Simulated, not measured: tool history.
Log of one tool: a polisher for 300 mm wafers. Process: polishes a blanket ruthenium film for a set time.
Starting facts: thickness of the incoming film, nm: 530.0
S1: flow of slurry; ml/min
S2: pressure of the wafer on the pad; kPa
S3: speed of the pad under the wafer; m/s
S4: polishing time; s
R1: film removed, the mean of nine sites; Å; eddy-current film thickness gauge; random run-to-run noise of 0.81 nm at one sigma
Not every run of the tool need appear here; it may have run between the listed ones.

run    day   S1    S2    S3  S4      R1
  1      0  305  18.6  0.98  32  475.13
  2  0.117  305    20  0.98  32  507.54
  3  0.167  305  20.7  0.98  32  528.36
  4  0.304  305  23.4  0.98  32  561.57
  5  0.658  305  24.1  0.98  32  578.75
  6  0.712  235  24.1  0.98  32  565.42
  7  0.817  235  24.8  0.98  32   576.8
  8  1.012  235  24.8  0.98  32  589.47

Run 9 comes next. What will it give?
  9  1.054  235  25.5  0.98  32   ?

R1: 578.42 Å
